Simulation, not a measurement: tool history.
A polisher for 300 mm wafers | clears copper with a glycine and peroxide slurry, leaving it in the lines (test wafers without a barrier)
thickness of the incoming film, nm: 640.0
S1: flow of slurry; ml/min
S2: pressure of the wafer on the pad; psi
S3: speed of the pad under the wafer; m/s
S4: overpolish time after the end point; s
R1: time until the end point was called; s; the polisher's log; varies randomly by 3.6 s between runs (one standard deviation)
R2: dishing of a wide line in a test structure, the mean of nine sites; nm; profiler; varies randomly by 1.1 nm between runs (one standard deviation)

run	hour	S1	S2	S3	S4	R1	R2
1	0	200	3	0.92	30	119.85	42.513
2	1.2	200	2.8	0.9	33	130.67	43.378
3	3.6	200	2.5	0.9	33	143.76	43.643
4	7.3	200	2.4	0.9	33	145.08	43.674
5	15.9	200	2.4	0.9	20	146.58	38.085
6	18.5	200	2.2	0.9	20	155.5	36.814
7	26.3	200	2.1	0.88	24	161.36	40.539
8	34	200	2	0.88	25	168.9	38.77

The next listed run, before its measurement:
9	40.7	200	2	0.86	28	?	?

Run 9 measured R1 168.7 s, R2 39.02 nm.

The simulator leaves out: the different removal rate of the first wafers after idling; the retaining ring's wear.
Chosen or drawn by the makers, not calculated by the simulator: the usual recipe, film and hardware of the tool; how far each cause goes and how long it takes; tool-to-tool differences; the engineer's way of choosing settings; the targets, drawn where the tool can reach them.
